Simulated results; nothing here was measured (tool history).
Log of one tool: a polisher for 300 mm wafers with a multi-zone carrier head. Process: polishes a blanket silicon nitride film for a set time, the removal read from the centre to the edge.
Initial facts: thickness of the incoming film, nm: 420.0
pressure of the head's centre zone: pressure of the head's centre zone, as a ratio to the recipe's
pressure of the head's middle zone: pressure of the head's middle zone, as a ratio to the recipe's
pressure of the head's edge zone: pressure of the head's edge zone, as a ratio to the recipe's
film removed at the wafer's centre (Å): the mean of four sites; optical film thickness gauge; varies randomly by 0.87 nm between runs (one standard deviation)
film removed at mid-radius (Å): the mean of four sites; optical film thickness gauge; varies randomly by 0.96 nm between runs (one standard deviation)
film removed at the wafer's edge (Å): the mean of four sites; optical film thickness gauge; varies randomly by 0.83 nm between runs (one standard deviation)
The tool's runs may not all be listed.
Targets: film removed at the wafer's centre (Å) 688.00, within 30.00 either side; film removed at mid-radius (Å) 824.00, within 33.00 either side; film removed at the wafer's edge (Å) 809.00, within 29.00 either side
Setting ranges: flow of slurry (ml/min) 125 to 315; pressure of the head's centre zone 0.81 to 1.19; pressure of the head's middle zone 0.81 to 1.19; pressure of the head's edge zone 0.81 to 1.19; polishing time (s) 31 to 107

| run | hour | flow of slurry (ml/min) | pressure of the head's centre zone | pressure of the head's middle zone | pressure of the head's edge zone | polishing time (s) | film removed at the wafer's centre (Å) | film removed at mid-radius (Å) | film removed at the wafer's edge (Å) |
|---|---|---|---|---|---|---|---|---|---|
| 1 | 0.0 | 205 | 1.00 | 1.00 | 1.00 | 69 | 902.37 | 793.12 | 795.77 |
| 2 | 7.9 | 205 | 1.00 | 1.05 | 1.00 | 69 | 905.99 | 830.38 | 798.73 |
| 3 | 10.6 | 205 | 0.92 | 1.05 | 1.00 | 69 | 823.15 | 830.89 | 790.87 |
| 4 | 14.3 | 205 | 0.92 | 1.05 | 0.93 | 69 | 835.47 | 816.46 | 760.99 |
| 5 | 16.9 | 250 | 0.92 | 1.05 | 0.93 | 69 | 854.35 | 842.36 | 785.21 |
| 6 | 21.4 | 250 | 0.92 | 1.00 | 0.93 | 69 | 852.72 | 833.78 | 775.62 |
| 7 | 27.4 | 245 | 0.90 | 1.01 | 0.96 | 68 | 812.25 | 822.92 | 795.22 |
|  | 31.2 | centre zone pressure recalibrated |
| 8 | 31.2 | 245 | 0.88 | 1.02 | 0.97 | 67 | 699.75 | 793.17 | 769.02 |
| 9 | 33.7 | 250 | 0.88 | 1.02 | 0.97 | 67 | 698.63 | 824.93 | 778.75 |

Which single option among these 5 for the next run brings every result within its allowed miss of target? Just one does.
| A | 36.2 | 225 | 0.90 | 1.11 | 0.93 | 65 | ? | ? | ? |
| B | 36.2 | 270 | 0.93 | 1.03 | 0.90 | 67 | ? | ? | ? |
| C | 36.2 | 240 | 0.83 | 0.98 | 0.97 | 70 | ? | ? | ? |
| D | 36.2 | 270 | 0.87 | 1.10 | 0.94 | 66 | ? | ? | ? |
| E | 36.2 | 210 | 0.93 | 1.14 | 0.95 | 64 | ? | ? | ? |

| move | film removed at the wafer's centre (Å) | film removed at mid-radius (Å) | film removed at the wafer's edge (Å) |
|---|---|---|---|
| A | 698.77 | 819.55 | 725.87 |
| B | 761.09 | 818.84 | 748.87 |
| C | 698.82 | 817.31 | 802.96 |
| D | 701.23 | 843.94 | 752.14 |
| E | 704.57 | 814.98 | 717.08 |
A: its largest miss is bigger than the last run's
B: its largest miss is bigger than the last run's
C: all results in spec
D: its largest miss is bigger than the last run's
E: its largest miss is bigger than the last run's
The move that meets every target is C.
